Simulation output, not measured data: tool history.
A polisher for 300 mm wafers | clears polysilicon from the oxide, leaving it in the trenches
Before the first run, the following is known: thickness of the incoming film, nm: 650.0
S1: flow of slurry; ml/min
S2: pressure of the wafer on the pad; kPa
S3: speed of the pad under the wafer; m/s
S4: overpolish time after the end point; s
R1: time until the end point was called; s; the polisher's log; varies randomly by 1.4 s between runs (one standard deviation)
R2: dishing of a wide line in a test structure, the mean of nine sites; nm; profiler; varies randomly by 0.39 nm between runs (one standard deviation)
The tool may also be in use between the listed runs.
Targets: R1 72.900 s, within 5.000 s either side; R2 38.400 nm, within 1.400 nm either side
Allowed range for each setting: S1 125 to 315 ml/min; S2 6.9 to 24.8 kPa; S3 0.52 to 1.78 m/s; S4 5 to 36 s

Run 1, day 0.000: S1 205 ml/min, S2 15.9 kPa, S3 1.14 m/s, S4 18 s. Result: R1 41.950 s, R2 38.861 nm.
Run 2, day 0.054: S1 205 ml/min, S2 15.9 kPa, S3 1.34 m/s, S4 18 s. Result: R1 38.426 s, R2 38.640 nm.
Run 3, day 0.308: S1 200 ml/min, S2 13.1 kPa, S3 1.30 m/s, S4 17 s. Result: R1 46.867 s, R2 39.681 nm.
Run 4, day 0.454: S1 205 ml/min, S2 13.1 kPa, S3 1.08 m/s, S4 18 s. Result: R1 52.384 s, R2 39.937 nm.
Run 5, day 0.588: S1 180 ml/min, S2 13.1 kPa, S3 0.92 m/s, S4 14 s. Result: R1 57.205 s, R2 38.412 nm.
Run 6, day 0.683: S1 215 ml/min, S2 13.1 kPa, S3 0.92 m/s, S4 14 s. Result: R1 57.117 s, R2 39.197 nm.
Run 7, day 0.800: S1 205 ml/min, S2 12.4 kPa, S3 0.88 m/s, S4 12 s. Result: R1 62.539 s, R2 38.368 nm.
Run 8, day 1.067: S1 205 ml/min, S2 11.7 kPa, S3 0.86 m/s, S4 12 s. Result: R1 66.631 s, R2 38.187 nm.

Exercise: of the 5 proposed moves below, exactly one satisfies all targets within the stated allowed misses. Which move is it?
Run A, day 1.333: S1 220 ml/min, S2 11.7 kPa, S3 0.74 m/s, S4 18 s. Result: R1 ?, R2 ?.
Run B, day 1.333: S1 205 ml/min, S2 11.7 kPa, S3 1.10 m/s, S4 15 s. Result: R1 ?, R2 ?.
Run C, day 1.333: S1 175 ml/min, S2 12.4 kPa, S3 0.90 m/s, S4 12 s. Result: R1 ?, R2 ?.
Run D, day 1.333: S1 220 ml/min, S2 12.4 kPa, S3 0.90 m/s, S4 13 s. Result: R1 ?, R2 ?.
Run E, day 1.333: S1 205 ml/min, S2 13.1 kPa, S3 0.88 m/s, S4 13 s. Result: R1 ?, R2 ?.

move      R1      R2
   A  72.082  39.618
   B  55.498  39.803
   C  62.240  38.616
   D  60.365  39.128
   E  59.053  39.214
A: all results land within tolerance of their targets
B: moves away from the targets compared with the last run
C: moves away from the targets compared with the last run
D: moves away from the targets compared with the last run
E: moves away from the targets compared with the last run
So the answer is move A, the one that meets all the targets.
